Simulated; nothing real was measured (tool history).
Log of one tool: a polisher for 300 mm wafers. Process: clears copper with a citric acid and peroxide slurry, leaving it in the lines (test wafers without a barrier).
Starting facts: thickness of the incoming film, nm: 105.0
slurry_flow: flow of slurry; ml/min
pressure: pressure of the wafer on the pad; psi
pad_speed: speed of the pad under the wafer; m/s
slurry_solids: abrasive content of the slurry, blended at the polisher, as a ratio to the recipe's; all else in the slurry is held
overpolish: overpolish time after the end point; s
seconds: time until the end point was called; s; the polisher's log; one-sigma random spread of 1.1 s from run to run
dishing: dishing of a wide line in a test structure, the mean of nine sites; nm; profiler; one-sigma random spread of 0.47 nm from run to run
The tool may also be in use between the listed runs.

Run 1, hour 0.0: slurry_flow 285 ml/min, pressure 2.3 psi, pad_speed 0.86 m/s, slurry_solids 1.0, overpolish 27 s. Result: seconds 74.584 s, dishing 27.971 nm.
Run 2, hour 3.9: slurry_flow 285 ml/min, pressure 2.2 psi, pad_speed 0.86 m/s, slurry_solids 1.0, overpolish 29 s. Result: seconds 77.685 s, dishing 28.378 nm.
Run 3, hour 5.8: slurry_flow 315 ml/min, pressure 2.2 psi, pad_speed 0.86 m/s, slurry_solids 1.0, overpolish 29 s. Result: seconds 76.215 s, dishing 29.135 nm.
Run 4, hour 8.6: slurry_flow 305 ml/min, pressure 2.1 psi, pad_speed 0.86 m/s, slurry_solids 1.0, overpolish 30 s. Result: seconds 79.626 s, dishing 28.695 nm.
Run 5, hour 14.3: slurry_flow 300 ml/min, pressure 2.0 psi, pad_speed 0.86 m/s, slurry_solids 1.0, overpolish 31 s. Result: seconds 84.527 s, dishing 28.566 nm.
Run 6, hour 15.8: slurry_flow 300 ml/min, pressure 2.5 psi, pad_speed 0.86 m/s, slurry_solids 1.0, overpolish 31 s. Result: seconds 67.314 s, dishing 34.564 nm.
Run 7, hour 24.1: slurry_flow 295 ml/min, pressure 2.3 psi, pad_speed 0.86 m/s, slurry_solids 1.0, overpolish 32 s. Result: seconds 73.525 s, dishing 33.214 nm.
Run 8, hour 26.4: slurry_flow 295 ml/min, pressure 2.3 psi, pad_speed 0.86 m/s, slurry_solids 1.0, overpolish 32 s. Result: seconds 75.174 s, dishing 32.742 nm.
Run 9, hour 28.9: slurry_flow 285 ml/min, pressure 2.2 psi, pad_speed 0.86 m/s, slurry_solids 1.0, overpolish 33 s. Result: seconds 76.800 s, dishing 31.714 nm.

Run 10 comes next. What will it give?
Run 10, hour 31.4: slurry_flow 275 ml/min, pressure 2.1 psi, pad_speed 0.86 m/s, slurry_solids 1.0, overpolish 34 s. Result: seconds ?, dishing ?.

seconds: 79.349 s
dishing: 32.028 nm
